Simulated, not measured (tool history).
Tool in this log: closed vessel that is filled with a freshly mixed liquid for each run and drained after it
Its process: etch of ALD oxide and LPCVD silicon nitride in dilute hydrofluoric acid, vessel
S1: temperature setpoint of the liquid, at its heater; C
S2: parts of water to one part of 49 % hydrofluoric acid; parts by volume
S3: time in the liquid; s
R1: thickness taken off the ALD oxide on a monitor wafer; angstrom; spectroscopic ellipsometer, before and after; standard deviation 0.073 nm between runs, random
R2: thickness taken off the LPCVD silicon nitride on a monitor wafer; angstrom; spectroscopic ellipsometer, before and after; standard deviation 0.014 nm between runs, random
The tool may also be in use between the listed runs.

run  hour    S1  S2   S3      R1      R2
  1     0    22  75  230  342.38  10.985
  2   5.7  18.5  75  230  295.26  8.6766
  3  13.6  18.5  75  325  417.78  12.388
  4  21.4    19  95  305  308.49  9.8127
  5    28    19  95  365  365.66  11.746
  6  37.2  17.5  95  365  341.82  10.362

The next listed run, before its measurement:
  7  44.1  21.5  125  255   ?   ?

R1: 206.07 angstrom
R2: 7.2212 angstrom

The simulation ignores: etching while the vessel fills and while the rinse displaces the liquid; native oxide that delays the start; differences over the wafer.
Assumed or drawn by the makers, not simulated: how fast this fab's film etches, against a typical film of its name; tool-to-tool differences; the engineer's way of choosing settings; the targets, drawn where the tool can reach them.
